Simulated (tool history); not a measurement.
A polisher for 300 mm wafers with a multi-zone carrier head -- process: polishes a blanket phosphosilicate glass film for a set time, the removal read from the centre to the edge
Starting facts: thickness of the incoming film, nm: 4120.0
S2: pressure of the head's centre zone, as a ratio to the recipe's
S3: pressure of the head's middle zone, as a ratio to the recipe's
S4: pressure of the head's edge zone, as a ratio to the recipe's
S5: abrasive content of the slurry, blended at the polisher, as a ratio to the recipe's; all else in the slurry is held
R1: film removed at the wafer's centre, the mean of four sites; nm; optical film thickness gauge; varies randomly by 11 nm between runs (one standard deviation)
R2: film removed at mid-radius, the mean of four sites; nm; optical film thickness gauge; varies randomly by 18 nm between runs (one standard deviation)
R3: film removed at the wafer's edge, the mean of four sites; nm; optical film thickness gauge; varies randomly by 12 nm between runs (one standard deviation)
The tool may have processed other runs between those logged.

{"run": 1, "hour": 0.0, "flow of slurry (ml/min)": 150, "S2": 1.0, "S3": 1.0, "S4": 1.0, "S5": 1.0, "polishing time (s)": 75, "R1": 1136.5, "R2": 1199.8, "R3": 1148.3}
{"run": 2, "hour": 8.0, "flow of slurry (ml/min)": 150, "S2": 1.0, "S3": 0.96, "S4": 1.0, "S5": 1.0, "polishing time (s)": 75, "R1": 1138.4, "R2": 1165.0, "R3": 1167.6}
{"run": 3, "hour": 11.2, "flow of slurry (ml/min)": 150, "S2": 1.0, "S3": 0.96, "S4": 1.0, "S5": 1.0, "polishing time (s)": 93, "R1": 1412.8, "R2": 1448.7, "R3": 1457.8}
{"run": 4, "hour": 11.9, "flow of slurry (ml/min)": 145, "S2": 0.97, "S3": 0.98, "S4": 0.98, "S5": 0.95, "polishing time (s)": 93, "R1": 1355.2, "R2": 1427.7, "R3": 1434.1}
{"run": 5, "hour": 13.5, "flow of slurry (ml/min)": 145, "S2": 0.97, "S3": 0.98, "S4": 0.98, "S5": 0.8, "polishing time (s)": 93, "R1": 1272.5, "R2": 1345.4, "R3": 1308.3}
{"run": 6, "hour": 14.5, "flow of slurry (ml/min)": 140, "S2": 0.94, "S3": 1.01, "S4": 0.98, "S5": 0.75, "polishing time (s)": 93, "R1": 1170.2, "R2": 1321.6, "R3": 1263.7}

Run 7 is up next; what results do you expect?
{"run": 7, "hour": 18.9, "flow of slurry (ml/min)": 135, "S2": 0.92, "S3": 1.03, "S4": 0.97, "S5": 0.7, "polishing time (s)": 93, "R1": "?", "R2": "?", "R3": "?"}

{"run 7": {"R1": 1093.9, "R2": 1268.0, "R3": 1238.2}}
